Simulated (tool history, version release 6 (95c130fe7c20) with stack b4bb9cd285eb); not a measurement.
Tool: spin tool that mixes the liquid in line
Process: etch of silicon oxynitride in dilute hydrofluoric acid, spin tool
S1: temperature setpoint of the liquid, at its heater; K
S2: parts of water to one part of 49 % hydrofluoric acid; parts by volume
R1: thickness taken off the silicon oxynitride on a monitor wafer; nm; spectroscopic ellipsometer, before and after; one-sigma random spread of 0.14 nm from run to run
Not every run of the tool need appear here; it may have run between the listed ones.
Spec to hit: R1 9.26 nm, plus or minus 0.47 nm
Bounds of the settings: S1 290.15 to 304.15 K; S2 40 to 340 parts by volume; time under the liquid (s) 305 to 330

{"run": 1, "hour": 0.0, "S1": 296.15, "S2": 190, "time under the liquid (s)": 305, "R1": 2.9635}
{"run": 2, "hour": 3.7, "S1": 296.15, "S2": 125, "time under the liquid (s)": 305, "R1": 4.8481}
{"run": 3, "hour": 11.8, "S1": 296.15, "S2": 60, "time under the liquid (s)": 305, "R1": 10.663}
{"run": 4, "hour": 18.0, "S1": 299.15, "S2": 60, "time under the liquid (s)": 305, "R1": 12.072}
{"run": 5, "hour": 23.0, "S1": 299.15, "S2": 60, "time under the liquid (s)": 305, "R1": 12.157}
{"run": 6, "hour": 29.3, "S1": 298.65, "S2": 60, "time under the liquid (s)": 305, "R1": 11.775}
{"run": 7, "hour": 31.4, "S1": 298.15, "S2": 60, "time under the liquid (s)": 305, "R1": 11.734}
{"run": 8, "hour": 33.1, "S1": 297.65, "S2": 60, "time under the liquid (s)": 305, "R1": 11.276}
{"run": 9, "hour": 39.1, "S1": 293.65, "S2": 65, "time under the liquid (s)": 305, "R1": 8.245}

Which of these 5 next moves meets every target?
{"run": "A", "hour": 45.1, "S1": 293.65, "S2": 80, "time under the liquid (s)": 330, "R1": "?"}
{"run": "B", "hour": 45.1, "S1": 295.15, "S2": 80, "time under the liquid (s)": 310, "R1": "?"}
{"run": "C", "hour": 45.1, "S1": 295.65, "S2": 70, "time under the liquid (s)": 330, "R1": "?"}
{"run": "D", "hour": 45.1, "S1": 295.15, "S2": 85, "time under the liquid (s)": 330, "R1": "?"}
{"run": "E", "hour": 45.1, "S1": 293.15, "S2": 70, "time under the liquid (s)": 305, "R1": "?"}

move=A R1=7.2604
move=B R1=7.3384
move=C R1=9.2251
move=D R1=7.322
move=E R1=7.5412
A: the biggest miss grows against the last run
B: the biggest miss grows against the last run
C: in spec on every target
D: the biggest miss grows against the last run
E: the biggest miss grows against the last run
Answer: C
